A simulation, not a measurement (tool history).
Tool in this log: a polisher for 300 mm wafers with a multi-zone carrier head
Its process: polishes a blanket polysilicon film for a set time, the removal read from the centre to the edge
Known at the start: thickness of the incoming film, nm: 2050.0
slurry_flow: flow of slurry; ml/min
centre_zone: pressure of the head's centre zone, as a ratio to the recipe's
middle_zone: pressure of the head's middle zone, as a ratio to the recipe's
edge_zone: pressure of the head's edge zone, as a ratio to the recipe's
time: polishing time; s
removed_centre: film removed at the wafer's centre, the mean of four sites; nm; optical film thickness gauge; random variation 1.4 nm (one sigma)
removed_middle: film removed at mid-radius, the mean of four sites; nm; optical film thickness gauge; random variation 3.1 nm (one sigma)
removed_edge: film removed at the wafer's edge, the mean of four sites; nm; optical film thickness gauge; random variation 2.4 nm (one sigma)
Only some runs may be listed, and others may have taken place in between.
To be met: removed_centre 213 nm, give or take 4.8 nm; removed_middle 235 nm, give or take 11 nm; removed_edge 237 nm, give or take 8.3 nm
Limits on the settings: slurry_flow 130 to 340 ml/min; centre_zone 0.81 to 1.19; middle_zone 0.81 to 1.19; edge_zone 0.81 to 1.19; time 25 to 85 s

run	hour	slurry_flow	centre_zone	middle_zone	edge_zone	time	removed_centre	removed_middle	removed_edge
1	0	220	1	1	1	55	295.99	276.65	273.14
2	4.7	220	1	1	1	45	244.7	224.88	224.85
3	12.8	200	0.96	1.02	1.03	45	230.93	226.55	227.79
4	18.4	200	0.96	1.02	1.03	52	262.43	266.18	261.36
# hour 22.8: centre zone pressure recalibrated
5	22.8	200	1	1.02	1.03	52	259.72	261.44	259.16
6	24.9	200	1	0.98	1.03	52	260.93	257.42	261.1
7	29.6	180	0.97	0.98	1.03	51	241.8	242.54	253.49
8	36.4	165	0.96	1	1.03	50	228.11	239.82	241.17
9	44	155	0.96	1	1.03	50	227.11	232.02	246.39
10	45.1	150	0.94	1.03	1.03	50	223.07	238.3	236.34
11	53.6	145	0.94	1.03	1.04	50	219.42	239.53	244.31

Exercise: of the 5 proposed moves below, exactly one satisfies all targets within the stated allowed misses. Which move is it?
A	62.1	205	0.95	1.09	1.01	47	?	?	?
B	62.1	130	0.96	1.07	1.07	49	?	?	?
C	62.1	130	0.88	0.96	1.18	52	?	?	?
D	62.1	145	0.97	1.06	1.01	50	?	?	?
E	62.1	150	0.94	1.01	1.07	52	?	?	?

move	removed_centre	removed_middle	removed_edge
A	224.89	247.59	236.81
B	212.59	230.84	237.08
C	206.5	223.55	264.89
D	226.33	240.34	239.9
E	230.04	241.85	258.32
A: lands further from the targets than the last run did
B: each result inside its tolerance
C: moves the result that the last run missed by most past its target, out the other side
D: lands further from the targets than the last run did
E: lands further from the targets than the last run did
Move B is the one to make.

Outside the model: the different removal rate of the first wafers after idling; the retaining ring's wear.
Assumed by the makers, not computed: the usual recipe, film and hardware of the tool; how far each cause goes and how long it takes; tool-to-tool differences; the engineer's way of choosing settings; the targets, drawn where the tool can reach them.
